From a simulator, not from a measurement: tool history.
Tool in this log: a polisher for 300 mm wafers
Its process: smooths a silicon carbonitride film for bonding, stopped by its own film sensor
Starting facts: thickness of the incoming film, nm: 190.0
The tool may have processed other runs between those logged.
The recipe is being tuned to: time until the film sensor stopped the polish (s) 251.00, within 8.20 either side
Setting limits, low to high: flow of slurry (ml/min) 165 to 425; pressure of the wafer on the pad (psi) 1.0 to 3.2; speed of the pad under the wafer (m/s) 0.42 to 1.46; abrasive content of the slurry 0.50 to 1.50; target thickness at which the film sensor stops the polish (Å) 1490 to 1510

run,hour,flow of slurry (ml/min),pressure of the wafer on the pad (psi),speed of the pad under the wafer (m/s),abrasive content of the slurry,target thickness at which the film sensor stops the polish (Å),time until the film sensor stopped the polish (s)
1,0.0,275,2.1,0.94,1.00,1510,140.19
2,8.6,275,2.1,0.94,0.95,1510,143.97
3,11.3,275,2.1,1.16,0.95,1510,123.03
4,13.2,275,1.9,1.12,0.95,1510,140.92
5,21.0,275,1.8,1.10,0.95,1510,147.24
6,28.2,330,1.8,1.10,0.95,1510,146.76
7,37.0,330,1.7,1.06,0.95,1510,156.59
8,39.9,330,1.6,1.04,0.95,1510,168.88
9,45.6,330,1.5,1.02,0.95,1510,182.93
10,48.1,330,1.4,1.02,0.95,1510,200.26

4 candidate next runs follow, results not yet known. Just one meets every target within its allowed miss. Identify it.
A,50.6,330,1.3,0.90,0.85,1490,?
B,50.6,310,1.4,0.90,0.85,1490,?
C,50.6,330,1.4,0.94,0.85,1510,?
D,50.6,275,1.4,1.02,0.85,1490,?

move,time until the film sensor stopped the polish (s)
A,268.55
B,251.53
C,230.51
D,231.83
A: carries the result that was furthest off beyond its target, to the other side
B: all results land within tolerance of their targets
C: nearer than the last run, and not there yet
D: nearer than the last run, and not there yet
The right move is B.
